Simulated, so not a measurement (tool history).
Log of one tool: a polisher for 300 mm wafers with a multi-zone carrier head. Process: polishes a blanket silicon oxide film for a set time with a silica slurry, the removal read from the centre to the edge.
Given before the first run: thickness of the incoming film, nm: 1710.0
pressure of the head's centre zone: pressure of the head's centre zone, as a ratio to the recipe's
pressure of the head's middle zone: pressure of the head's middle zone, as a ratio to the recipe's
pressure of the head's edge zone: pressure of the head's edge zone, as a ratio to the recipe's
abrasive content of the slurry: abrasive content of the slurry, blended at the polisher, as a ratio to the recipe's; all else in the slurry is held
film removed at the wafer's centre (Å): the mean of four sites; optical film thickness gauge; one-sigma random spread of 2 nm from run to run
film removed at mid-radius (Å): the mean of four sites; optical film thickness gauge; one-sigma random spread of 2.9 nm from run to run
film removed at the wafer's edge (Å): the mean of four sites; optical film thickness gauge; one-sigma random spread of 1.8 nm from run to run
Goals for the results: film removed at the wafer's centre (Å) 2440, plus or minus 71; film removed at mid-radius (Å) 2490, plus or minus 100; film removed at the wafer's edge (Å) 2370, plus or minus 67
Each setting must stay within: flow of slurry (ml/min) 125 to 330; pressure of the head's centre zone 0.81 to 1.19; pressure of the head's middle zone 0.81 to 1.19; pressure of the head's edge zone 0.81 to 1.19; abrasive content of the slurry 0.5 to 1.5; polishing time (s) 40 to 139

run	hour	flow of slurry (ml/min)	pressure of the head's centre zone	pressure of the head's middle zone	pressure of the head's edge zone	abrasive content of the slurry	polishing time (s)	film removed at the wafer's centre (Å)	film removed at mid-radius (Å)	film removed at the wafer's edge (Å)
1	0	210	1	1	1	1	89	2676	2568.5	2719.7
2	7.1	235	1	1	1	1	89	2748.9	2644.8	2713.5
3	10.8	235	1	1.06	1	1	89	2725.6	2815.4	2663.6
4	12.8	195	1	1.06	1	1	89	2683.5	2733.2	2675.8
5	19.6	155	1	1.06	1	1	89	2590.5	2612.1	2612.1
6	26.8	185	1	1.06	1	1	89	2662	2755.9	2667.4
7	30.9	185	1	1.05	0.98	1	89	2662.2	2664.8	2622.8
8	39.1	180	0.99	1.05	0.96	1	89	2621.1	2682.6	2562.3
9	43.7	175	0.98	1.04	0.95	1	89	2576.7	2626.6	2590.3
10	47.6	175	0.98	1.04	0.95	1	89	2603.3	2649.7	2602.5
11	49.3	175	0.98	1.04	0.94	1	89	2600.1	2660.7	2545.7
12	56.9	170	0.98	1.04	0.93	1	89	2572.6	2593.7	2559.1
13	57.6	170	0.98	1.04	0.92	1	89	2560.5	2669	2499.7
14	62.3	165	0.98	1.03	0.91	1	89	2568.2	2617.6	2501.8
15	67.7	160	0.98	1.03	0.9	1	89	2570.5	2589	2452

5 next moves are on the table. One of them brings every result within its allowed miss. Which?
A	73.1	195	0.98	1.04	0.89	1	83	?	?	?
B	73.1	135	1.07	1.01	0.82	0.85	100	?	?	?
C	73.1	165	1.05	0.91	0.88	1.15	82	?	?	?
D	73.1	230	1.05	0.98	0.91	1.2	76	?	?	?
E	73.1	180	1.04	1.08	0.85	1	85	?	?	?

move	film removed at the wafer's centre (Å)	film removed at mid-radius (Å)	film removed at the wafer's edge (Å)
A	2447.8	2529.9	2331.5
B	2716.1	2527.3	2321.5
C	2769.2	2429.9	2470.8
D	2733.9	2518.5	2441.3
E	2636.6	2641	2322.7
A: every result lands within tolerance
B: misses by more than the last run did
C: misses by more than the last run did
D: misses by more than the last run did
E: misses by more than the last run did
The move that meets every target is A.
